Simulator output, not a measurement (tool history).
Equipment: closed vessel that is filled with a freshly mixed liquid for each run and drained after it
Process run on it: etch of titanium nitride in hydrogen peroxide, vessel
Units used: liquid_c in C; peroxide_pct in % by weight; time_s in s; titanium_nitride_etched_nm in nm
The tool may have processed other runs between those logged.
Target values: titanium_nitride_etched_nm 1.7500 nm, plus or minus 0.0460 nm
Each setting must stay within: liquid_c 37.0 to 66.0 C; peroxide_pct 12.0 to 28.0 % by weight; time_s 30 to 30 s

| run | hour | liquid_c | peroxide_pct | time_s | titanium_nitride_etched_nm |
|---|---|---|---|---|---|
| 1 | 0.0 | 53.0 | 19.0 | 30 | 3.3836 |
| 2 | 4.1 | 59.0 | 19.0 | 30 | 5.1117 |
| 3 | 10.2 | 54.5 | 19.0 | 30 | 3.7712 |
| 4 | 11.1 | 60.5 | 19.0 | 30 | 5.6520 |
| 5 | 20.2 | 60.5 | 17.0 | 30 | 5.5573 |
| 6 | 27.2 | 55.5 | 17.0 | 30 | 3.9294 |
| 7 | 33.4 | 55.5 | 17.0 | 30 | 3.8905 |
| 8 | 42.5 | 52.0 | 17.0 | 30 | 3.0887 |
| 9 | 46.8 | 49.5 | 17.0 | 30 | 2.5823 |
| 10 | 52.4 | 48.0 | 17.0 | 30 | 2.3090 |
| 11 | 57.4 | 47.0 | 17.0 | 30 | 2.1527 |
| 12 | 58.6 | 46.0 | 17.0 | 30 | 1.9923 |
| 13 | 63.5 | 45.5 | 17.0 | 30 | 1.9331 |
| 14 | 65.2 | 45.0 | 17.0 | 30 | 1.8511 |

Exactly one of the 4 candidate moves below puts every result within its allowed miss. Which one?
| A | 66.9 | 43.0 | 18.5 | 30 | ? |
| B | 66.9 | 45.5 | 16.5 | 30 | ? |
| C | 66.9 | 45.0 | 13.5 | 30 | ? |
| D | 66.9 | 43.0 | 18.0 | 30 | ? |

| move | titanium_nitride_etched_nm |
|---|---|
| A | 1.6397 |
| B | 1.9256 |
| C | 1.7793 |
| D | 1.6302 |
A: moves the result that the last run missed by most past its target, out the other side
B: misses by more than the last run did
C: each result inside its tolerance
D: moves the result that the last run missed by most past its target, out the other side
Answer: C
